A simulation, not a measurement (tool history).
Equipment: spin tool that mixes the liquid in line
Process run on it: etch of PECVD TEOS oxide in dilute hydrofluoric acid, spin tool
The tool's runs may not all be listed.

| run | hour | temperature setpoint of the liquid (°C) | parts of water to one part of 49 % hydrofluoric acid (parts by volume) | time under the liquid (s) | thickness taken off the PECVD TEOS oxide on a monitor wafer (nm) |
|---|---|---|---|---|---|
| 1 | 0 | 24 | 175 | 310 | 19.094 |
| 2 | 8.1 | 24 | 175 | 310 | 19.139 |
| 3 | 14.1 | 24 | 175 | 310 | 19.075 |
| 4 | 15.4 | 26 | 150 | 310 | 24.648 |
| 5 | 17.9 | 27.5 | 135 | 310 | 29.707 |
| 6 | 23.9 | 28.5 | 125 | 310 | 33.386 |
| 7 | 26.3 | 29.5 | 115 | 310 | 38.671 |
| 8 | 27.1 | 30 | 110 | 310 | 41.133 |

Run 9, settings as shown, results not yet in. Your forecast:
| 9 | 33.9 | 30.5 | 110 | 310 | ? |

Run 9 produced thickness taken off the PECVD TEOS oxide on a monitor wafer (nm) 41.984.
